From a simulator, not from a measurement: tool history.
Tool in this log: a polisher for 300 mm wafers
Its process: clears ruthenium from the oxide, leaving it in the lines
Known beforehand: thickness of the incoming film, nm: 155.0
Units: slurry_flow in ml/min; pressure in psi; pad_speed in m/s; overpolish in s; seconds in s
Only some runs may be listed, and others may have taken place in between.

run	hour	slurry_flow	pressure	pad_speed	overpolish	seconds
1	0.0	140	2.6	0.94	38	113.00
2	6.8	110	2.6	0.94	38	125.19
3	7.7	110	2.6	0.74	38	144.29
4	8.3	125	2.8	0.74	38	126.97
# hour 14.5: slurry nozzle cleaned
5	14.5	140	2.9	0.74	38	116.89
6	20.2	155	2.9	0.74	38	112.82

Forecast run 7:
7	24.1	165	3.0	0.74	38	?

seconds: 112.26 s
